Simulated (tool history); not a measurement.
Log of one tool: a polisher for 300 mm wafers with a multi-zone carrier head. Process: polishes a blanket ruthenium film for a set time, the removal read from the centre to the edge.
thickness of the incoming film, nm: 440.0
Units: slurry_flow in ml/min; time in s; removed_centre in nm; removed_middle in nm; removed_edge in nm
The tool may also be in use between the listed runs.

{"run": 1, "hour": 0.0, "slurry_flow": 305, "centre_zone": 1.0, "middle_zone": 1.0, "edge_zone": 1.0, "time": 55, "removed_centre": 32.616, "removed_middle": 34.766, "removed_edge": 35.117}
{"run": 2, "hour": 7.1, "slurry_flow": 310, "centre_zone": 1.04, "middle_zone": 1.01, "edge_zone": 0.96, "time": 51, "removed_centre": 30.412, "removed_middle": 32.596, "removed_edge": 31.668}
{"run": 3, "hour": 13.0, "slurry_flow": 310, "centre_zone": 1.07, "middle_zone": 1.01, "edge_zone": 0.96, "time": 51, "removed_centre": 31.492, "removed_middle": 31.81, "removed_edge": 32.134}
{"run": 4, "hour": 15.6, "slurry_flow": 355, "centre_zone": 1.1, "middle_zone": 1.02, "edge_zone": 0.92, "time": 48, "removed_centre": 31.004, "removed_middle": 30.927, "removed_edge": 29.892}
{"run": 5, "hour": 21.4, "slurry_flow": 380, "centre_zone": 1.12, "middle_zone": 1.02, "edge_zone": 0.89, "time": 45, "removed_centre": 29.816, "removed_middle": 29.065, "removed_edge": 27.576}
{"run": 6, "hour": 28.2, "slurry_flow": 385, "centre_zone": 1.14, "middle_zone": 1.02, "edge_zone": 0.87, "time": 44, "removed_centre": 29.978, "removed_middle": 28.952, "removed_edge": 26.724}

The next listed run, before its measurement:
{"run": 7, "hour": 31.6, "slurry_flow": 385, "centre_zone": 1.15, "middle_zone": 1.01, "edge_zone": 0.85, "time": 43, "removed_centre": "?", "removed_middle": "?", "removed_edge": "?"}

{"run 7": {"removed_centre": 29.068, "removed_middle": 28.158, "removed_edge": 25.812}}

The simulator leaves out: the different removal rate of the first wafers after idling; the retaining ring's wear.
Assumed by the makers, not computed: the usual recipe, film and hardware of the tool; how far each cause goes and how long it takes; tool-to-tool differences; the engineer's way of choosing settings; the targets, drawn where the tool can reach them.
